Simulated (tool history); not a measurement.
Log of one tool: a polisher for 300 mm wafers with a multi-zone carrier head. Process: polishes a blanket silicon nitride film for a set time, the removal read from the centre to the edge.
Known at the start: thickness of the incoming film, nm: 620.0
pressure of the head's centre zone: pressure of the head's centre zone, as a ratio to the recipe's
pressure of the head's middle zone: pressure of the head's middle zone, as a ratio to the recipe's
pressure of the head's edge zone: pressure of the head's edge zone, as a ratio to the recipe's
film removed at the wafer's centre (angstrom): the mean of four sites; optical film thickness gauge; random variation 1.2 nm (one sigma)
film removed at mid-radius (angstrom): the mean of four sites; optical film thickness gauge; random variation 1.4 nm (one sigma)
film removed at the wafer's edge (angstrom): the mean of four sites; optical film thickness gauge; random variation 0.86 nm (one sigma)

run  hour  flow of slurry (ml/min)  pressure of the head's centre zone  pressure of the head's middle zone  pressure of the head's edge zone  polishing time (s)  film removed at the wafer's centre (angstrom)  film removed at mid-radius (angstrom)  film removed at the wafer's edge (angstrom)
  1   0.0                      265                                1.00                                1.00                              1.00                  45                                         992.46                                 984.53                                       1000.1
  2   7.6                      270                                0.98                                1.00                              1.06                  48                                        1008.20                                1041.90                                       1090.4
  3  11.7                      270                                0.90                                1.00                              1.06                  48                                         952.96                                1040.50                                       1095.1
  4  19.7                      270                                0.90                                1.08                              1.06                  48                                         932.38                                1123.60                                       1091.7
  5  24.3                      280                                0.92                                1.05                              1.10                  50                                        1000.00                                1136.50                                       1162.1
  6  26.1                      280                                0.87                                1.05                              1.10                  50                                         959.49                                1108.80                                       1163.6
  7  29.8                      290                                0.89                                1.04                              1.12                  51                                        1009.60                                1168.30                                       1187.7
  8  37.6                      275                                0.89                                1.01                              1.13                  52                                        1004.80                                1149.10                                       1236.1
  9  39.0                      285                                0.91                                0.99                              1.14                  52                                        1053.20                                1135.80                                       1239.7

The next listed run, before its measurement:
 10  40.9                      290                                0.91                                0.98                              1.15                  52                                              ?                                      ?                                            ?

film removed at the wafer's centre (angstrom): 1034.20
film removed at mid-radius (angstrom): 1103.30
film removed at the wafer's edge (angstrom): 1241.7

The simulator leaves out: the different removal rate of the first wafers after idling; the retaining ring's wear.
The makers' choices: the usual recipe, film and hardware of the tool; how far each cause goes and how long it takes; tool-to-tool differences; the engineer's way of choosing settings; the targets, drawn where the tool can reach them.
